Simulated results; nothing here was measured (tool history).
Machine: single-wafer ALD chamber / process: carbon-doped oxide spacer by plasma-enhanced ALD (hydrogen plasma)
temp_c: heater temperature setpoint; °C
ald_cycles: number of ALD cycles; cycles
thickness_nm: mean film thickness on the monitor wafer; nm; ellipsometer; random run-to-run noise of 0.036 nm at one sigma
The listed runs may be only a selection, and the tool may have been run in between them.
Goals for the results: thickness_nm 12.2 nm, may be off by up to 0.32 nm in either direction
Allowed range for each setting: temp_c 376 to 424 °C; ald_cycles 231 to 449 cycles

Run 1, day 0: temp_c 400 °C, ald_cycles 340 cycles. Result: thickness_nm 16.378 nm.
Run 2, day 0.075: temp_c 400 °C, ald_cycles 324 cycles. Result: thickness_nm 15.519 nm.
Run 3, day 0.212: temp_c 395 °C, ald_cycles 324 cycles. Result: thickness_nm 15.571 nm.
Run 4, day 0.575: temp_c 395 °C, ald_cycles 312 cycles. Result: thickness_nm 14.953 nm.
Run 5, day 0.896: temp_c 395 °C, ald_cycles 302 cycles. Result: thickness_nm 14.398 nm.
Run 6, day 0.967: temp_c 386 °C, ald_cycles 302 cycles. Result: thickness_nm 14.346 nm.
Run 7, day 0.996: temp_c 386 °C, ald_cycles 294 cycles. Result: thickness_nm 14.061 nm.
Run 8, day 1.221: temp_c 386 °C, ald_cycles 287 cycles. Result: thickness_nm 13.766 nm.
Run 9, day 1.538: temp_c 387 °C, ald_cycles 239 cycles. Result: thickness_nm 11.441 nm.
Run 10, day 1.788: temp_c 387 °C, ald_cycles 242 cycles. Result: thickness_nm 11.524 nm.
Run 11, day 1.962: temp_c 387 °C, ald_cycles 244 cycles. Result: thickness_nm 11.684 nm.
Run 12, day 2.092: temp_c 387 °C, ald_cycles 246 cycles. Result: thickness_nm 11.806 nm.
Run 13, day 2.421: temp_c 387 °C, ald_cycles 247 cycles. Result: thickness_nm 11.847 nm.

Of the 4 settings listed for the next run, only one would bring every result within its allowed miss of target. Which one?
Run A, day 2.75: temp_c 376 °C, ald_cycles 241 cycles. Result: thickness_nm ?.
Run B, day 2.75: temp_c 400 °C, ald_cycles 255 cycles. Result: thickness_nm ?.
Run C, day 2.75: temp_c 381 °C, ald_cycles 231 cycles. Result: thickness_nm ?.
Run D, day 2.75: temp_c 387 °C, ald_cycles 233 cycles. Result: thickness_nm ?.

move  thickness_nm
   A        11.506
   B        12.174
   C        11.028
   D        11.124
A: the biggest miss grows against the last run
B: all results land within tolerance of their targets
C: the biggest miss grows against the last run
D: the biggest miss grows against the last run
The right move is B.
